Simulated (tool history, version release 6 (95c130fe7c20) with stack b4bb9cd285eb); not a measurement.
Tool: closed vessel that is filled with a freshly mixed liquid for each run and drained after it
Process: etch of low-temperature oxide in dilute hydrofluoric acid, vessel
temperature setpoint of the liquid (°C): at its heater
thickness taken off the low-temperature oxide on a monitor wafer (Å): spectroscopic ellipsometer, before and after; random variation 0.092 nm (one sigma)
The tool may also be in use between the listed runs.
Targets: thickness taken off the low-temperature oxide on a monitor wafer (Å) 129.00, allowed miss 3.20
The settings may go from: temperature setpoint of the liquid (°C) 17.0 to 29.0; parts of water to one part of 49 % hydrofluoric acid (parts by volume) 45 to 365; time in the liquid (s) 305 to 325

| run | hour | temperature setpoint of the liquid (°C) | parts of water to one part of 49 % hydrofluoric acid (parts by volume) | time in the liquid (s) | thickness taken off the low-temperature oxide on a monitor wafer (Å) |
|---|---|---|---|---|---|
| 1 | 0.0 | 21.0 | 205 | 305 | 191.23 |
| 2 | 6.6 | 21.0 | 205 | 325 | 207.43 |
| 3 | 15.6 | 20.5 | 215 | 325 | 189.17 |
| 4 | 24.5 | 20.0 | 220 | 325 | 182.58 |
| 5 | 30.2 | 18.5 | 220 | 325 | 170.34 |
| 6 | 37.7 | 18.5 | 150 | 325 | 271.04 |
| 7 | 38.7 | 18.5 | 165 | 325 | 242.62 |
| 8 | 44.7 | 18.5 | 180 | 325 | 219.90 |
| 9 | 50.1 | 18.5 | 190 | 325 | 206.98 |
| 10 | 54.0 | 18.5 | 200 | 325 | 194.54 |
| 11 | 58.0 | 18.5 | 210 | 325 | 180.08 |

Which of these 4 next moves meets every target?
| A | 62.0 | 18.0 | 275 | 325 | ? |
| B | 62.0 | 19.0 | 260 | 310 | ? |
| C | 62.0 | 17.5 | 240 | 305 | ? |
| D | 62.0 | 17.0 | 245 | 310 | ? |

| move | thickness taken off the low-temperature oxide on a monitor wafer (Å) |
|---|---|
| A | 127.98 |
| B | 135.95 |
| C | 139.57 |
| D | 135.68 |
A: meets every target
B: nearer than the last run, and not there yet
C: nearer than the last run, and not there yet
D: nearer than the last run, and not there yet
Move A is the one to make.
